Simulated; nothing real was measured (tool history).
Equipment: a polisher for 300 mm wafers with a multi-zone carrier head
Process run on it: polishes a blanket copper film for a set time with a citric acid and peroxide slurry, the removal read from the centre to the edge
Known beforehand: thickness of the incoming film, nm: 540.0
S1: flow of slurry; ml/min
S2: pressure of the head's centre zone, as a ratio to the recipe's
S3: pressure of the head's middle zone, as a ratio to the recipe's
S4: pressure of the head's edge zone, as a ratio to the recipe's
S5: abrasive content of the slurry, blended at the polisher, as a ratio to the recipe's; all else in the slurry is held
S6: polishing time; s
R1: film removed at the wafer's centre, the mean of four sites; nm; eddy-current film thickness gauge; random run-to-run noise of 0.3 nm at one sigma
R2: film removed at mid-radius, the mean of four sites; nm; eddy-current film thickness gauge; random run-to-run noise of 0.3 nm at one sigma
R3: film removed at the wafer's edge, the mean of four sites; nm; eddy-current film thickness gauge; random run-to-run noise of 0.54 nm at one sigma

run	hour	S1	S2	S3	S4	S5	S6	R1	R2	R3
1	0	150	1	1	1	1	47	86.967	85.686	86.445
2	6.9	150	1	0.96	1	1	47	86.558	82.688	86.691
3	12.2	145	0.99	0.94	0.96	0.9	42	73.565	69.328	73.546
4	17.2	145	0.99	0.94	0.96	0.9	32	55.838	53.678	55.565
5	21.8	145	0.96	0.94	0.96	0.9	32	54.63	53.755	55.233
6	27.7	145	0.96	0.94	0.96	0.9	24	40.751	39.821	41.531

What does the tool deliver on the next run?
7	31.3	160	0.97	0.93	0.97	0.95	24	?	?	?

Logged for run 7: R1 42.837 nm, R2 41.022 nm, R3 42.22 nm.
